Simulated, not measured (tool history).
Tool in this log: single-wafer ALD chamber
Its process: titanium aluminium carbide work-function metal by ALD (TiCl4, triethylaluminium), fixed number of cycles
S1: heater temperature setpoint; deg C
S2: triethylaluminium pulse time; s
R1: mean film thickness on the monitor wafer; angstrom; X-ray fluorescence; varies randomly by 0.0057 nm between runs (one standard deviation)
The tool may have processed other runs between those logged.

| run | hour | S1 | S2 | R1 |
|---|---|---|---|---|
| 1 | 0 | 275 | 8.51 | 18.223 |
| 2 | 4.2 | 272 | 7.81 | 17.412 |
| 3 | 13 | 269 | 7.2 | 16.811 |
| 4 | 13.8 | 269 | 9.25 | 18.095 |
| 5 | 21.4 | 277 | 9.25 | 18.701 |
| 6 | 28.5 | 274 | 8.46 | 18.227 |
| 7 | 33.8 | 271 | 7.77 | 17.393 |
| 8 | 42.1 | 268 | 7.17 | 16.786 |
| 9 | 42.7 | 266 | 6.64 | 15.961 |
| 10 | 43.4 | 264 | 6.18 | 15.139 |
| 11 | 48.8 | 262 | 5.94 | 14.632 |
| 12 | 50.8 | 261 | 5.79 | 14.363 |

For run 13, what comes out?
| 13 | 58.4 | 260 | 5.68 | ? |

{"run 13": {"R1": 13.934}}
